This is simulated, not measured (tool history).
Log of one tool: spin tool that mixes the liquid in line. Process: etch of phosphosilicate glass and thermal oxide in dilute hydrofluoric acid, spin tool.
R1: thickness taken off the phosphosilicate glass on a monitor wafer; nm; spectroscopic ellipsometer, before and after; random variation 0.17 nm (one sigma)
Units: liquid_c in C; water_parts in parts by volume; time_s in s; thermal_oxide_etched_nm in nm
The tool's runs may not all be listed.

run 1 hour=0 | liquid_c=20 water_parts=215 time_s=40 | R1=13.046 thermal_oxide_etched_nm=0.62046
run 2 hour=2.2 | liquid_c=22 water_parts=205 time_s=40 | R1=14.883 thermal_oxide_etched_nm=0.66001
run 3 hour=5.3 | liquid_c=24.5 water_parts=205 time_s=40 | R1=16.307 thermal_oxide_etched_nm=0.77507
run 4 hour=11.2 | liquid_c=22.5 water_parts=205 time_s=40 | R1=15.195 thermal_oxide_etched_nm=0.66925
run 5 hour=14.1 | liquid_c=22.5 water_parts=205 time_s=45 | R1=16.925 thermal_oxide_etched_nm=0.74097
run 6 hour=22.4 | liquid_c=22.5 water_parts=150 time_s=45 | R1=24.765 thermal_oxide_etched_nm=1.0575

Forecast run 7:
run 7 hour=28.6 | liquid_c=21.5 water_parts=150 time_s=45 | R1=? thermal_oxide_etched_nm=?

R1: 24.028 nm
thermal_oxide_etched_nm: 1.0086 nm
